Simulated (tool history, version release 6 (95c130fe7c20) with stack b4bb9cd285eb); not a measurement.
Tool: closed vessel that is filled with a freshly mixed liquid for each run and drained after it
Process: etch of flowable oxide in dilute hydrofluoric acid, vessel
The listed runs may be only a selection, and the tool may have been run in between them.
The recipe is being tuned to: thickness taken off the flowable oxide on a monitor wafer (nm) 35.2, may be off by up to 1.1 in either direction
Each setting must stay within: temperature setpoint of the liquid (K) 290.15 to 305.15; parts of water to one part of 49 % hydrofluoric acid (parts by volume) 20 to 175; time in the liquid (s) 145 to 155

run,hour,temperature setpoint of the liquid (K),parts of water to one part of 49 % hydrofluoric acid (parts by volume),time in the liquid (s),thickness taken off the flowable oxide on a monitor wafer (nm)
1,0,297.15,95,145,77.087
2,1.4,295.15,110,145,59.338
3,10.2,293.65,120,145,51.642
4,15.9,290.15,120,145,43.607
5,17.6,290.15,120,155,46.708
6,18.8,290.15,135,155,41.4
7,27,290.15,140,155,40.335
8,29.1,290.15,145,155,37.968
9,32.9,290.15,150,155,37.091

Of the 4 settings listed for the next run, only one would bring every result within its allowed miss of target. Which one?
A,36.7,290.15,145,155,?
B,36.7,290.15,165,155,?
C,36.7,290.15,160,150,?
D,36.7,292.15,165,155,?

move,thickness taken off the flowable oxide on a monitor wafer (nm)
A,38.456
B,33.149
C,33.241
D,35.928
A: the biggest miss grows against the last run
B: takes the result that was furthest off past its target
C: takes the result that was furthest off past its target
D: all results in spec
Answer: D

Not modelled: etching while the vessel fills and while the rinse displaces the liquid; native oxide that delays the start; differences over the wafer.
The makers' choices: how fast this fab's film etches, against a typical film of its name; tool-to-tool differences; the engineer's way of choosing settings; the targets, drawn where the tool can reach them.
